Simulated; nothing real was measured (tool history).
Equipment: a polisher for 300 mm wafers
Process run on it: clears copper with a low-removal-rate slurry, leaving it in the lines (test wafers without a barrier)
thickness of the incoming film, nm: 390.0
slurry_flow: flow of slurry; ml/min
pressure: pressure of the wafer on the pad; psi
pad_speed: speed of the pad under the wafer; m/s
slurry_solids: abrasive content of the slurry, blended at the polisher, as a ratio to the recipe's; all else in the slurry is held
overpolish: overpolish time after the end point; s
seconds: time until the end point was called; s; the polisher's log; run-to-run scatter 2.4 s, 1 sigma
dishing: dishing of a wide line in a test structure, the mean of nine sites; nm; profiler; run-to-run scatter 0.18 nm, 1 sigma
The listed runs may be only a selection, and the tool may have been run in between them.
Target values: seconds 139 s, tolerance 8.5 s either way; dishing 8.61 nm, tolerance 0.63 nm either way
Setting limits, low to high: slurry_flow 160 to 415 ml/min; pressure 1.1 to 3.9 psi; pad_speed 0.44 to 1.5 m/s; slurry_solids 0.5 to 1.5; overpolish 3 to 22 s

run 1 hour=0 | slurry_flow=265 pressure=2.5 pad_speed=0.96 slurry_solids=1 overpolish=11 | seconds=143 dishing=20.534
run 2 hour=1.5 | slurry_flow=265 pressure=2.4 pad_speed=0.98 slurry_solids=1 overpolish=9 | seconds=150.58 dishing=16.631
run 3 hour=2.3 | slurry_flow=265 pressure=2.4 pad_speed=1.16 slurry_solids=1 overpolish=9 | seconds=137.5 dishing=17.564
run 4 hour=9.5 | slurry_flow=265 pressure=2.8 pad_speed=1.16 slurry_solids=1 overpolish=9 | seconds=119.88 dishing=20.4
run 5 hour=12.7 | slurry_flow=280 pressure=2.5 pad_speed=1.22 slurry_solids=1.1 overpolish=8 | seconds=122.66 dishing=17.904
run 6 hour=16.9 | slurry_flow=280 pressure=2.5 pad_speed=1.08 slurry_solids=1.1 overpolish=8 | seconds=135.88 dishing=15.742
run 7 hour=21.1 | slurry_flow=290 pressure=2.5 pad_speed=1.08 slurry_solids=1.15 overpolish=7 | seconds=132.89 dishing=14.97
run 8 hour=25.8 | slurry_flow=315 pressure=2.4 pad_speed=1.1 slurry_solids=1.2 overpolish=6 | seconds=136.94 dishing=13.242
run 9 hour=30.7 | slurry_flow=390 pressure=1.9 pad_speed=1.22 slurry_solids=1.45 overpolish=3 | seconds=143.57 dishing=6.2099
run 10 hour=33.5 | slurry_flow=315 pressure=2.2 pad_speed=1.2 slurry_solids=1.25 overpolish=3 | seconds=133.38 dishing=6.9046
run 11 hour=41.6 | slurry_flow=315 pressure=2.2 pad_speed=1.2 slurry_solids=1.25 overpolish=3 | seconds=136.41 dishing=6.7148
run 12 hour=43.3 | slurry_flow=320 pressure=2.2 pad_speed=1.18 slurry_solids=1.25 overpolish=3 | seconds=133.79 dishing=6.4346
run 13 hour=47.9 | slurry_flow=320 pressure=2.2 pad_speed=1.16 slurry_solids=1.25 overpolish=3 | seconds=137.86 dishing=6.4559
run 14 hour=52.8 | slurry_flow=320 pressure=2.2 pad_speed=1.14 slurry_solids=1.25 overpolish=3 | seconds=142.39 dishing=6.3981
run 15 hour=61 | slurry_flow=320 pressure=2.2 pad_speed=1.12 slurry_solids=1.25 overpolish=3 | seconds=140.03 dishing=6.3528
run 16 hour=64 | slurry_flow=320 pressure=2.2 pad_speed=1.1 slurry_solids=1.25 overpolish=3 | seconds=141.04 dishing=6.5034
run 17 hour=71.8 | slurry_flow=320 pressure=2.3 pad_speed=1.08 slurry_solids=1.25 overpolish=7 | seconds=145.78 dishing=14.47
run 18 hour=72.7 | slurry_flow=320 pressure=2 pad_speed=1.2 slurry_solids=1.25 overpolish=4 | seconds=151.92 dishing=8.1544

Consider the 5 candidate settings below. Which is the only one whose results all fall within their allowed miss of target?
run A hour=73.6 | slurry_flow=325 pressure=2.3 pad_speed=1.12 slurry_solids=1.2 overpolish=5 | seconds=? dishing=?
run B hour=73.6 | slurry_flow=315 pressure=1.9 pad_speed=1.06 slurry_solids=1.2 overpolish=5 | seconds=? dishing=?
run C hour=73.6 | slurry_flow=375 pressure=2.1 pad_speed=1.22 slurry_solids=1.2 overpolish=4 | seconds=? dishing=?
run D hour=73.6 | slurry_flow=345 pressure=2.4 pad_speed=1.22 slurry_solids=1.2 overpolish=3 | seconds=? dishing=?
run E hour=73.6 | slurry_flow=310 pressure=1.9 pad_speed=1.06 slurry_solids=1.45 overpolish=4 | seconds=? dishing=?

move=A seconds=138.59 dishing=10.28
move=B seconds=169.65 dishing=8.5053
move=C seconds=140.29 dishing=8.2574
move=D seconds=125.71 dishing=6.9962
move=E seconds=163.37 dishing=7.1502
A: the worst result of the last run now meets its target, but another is out of spec
B: moves away from the targets compared with the last run
C: hits every target within its allowed miss
D: pushes the last run's worst result past its target
E: moves away from the targets compared with the last run
C meets every target.
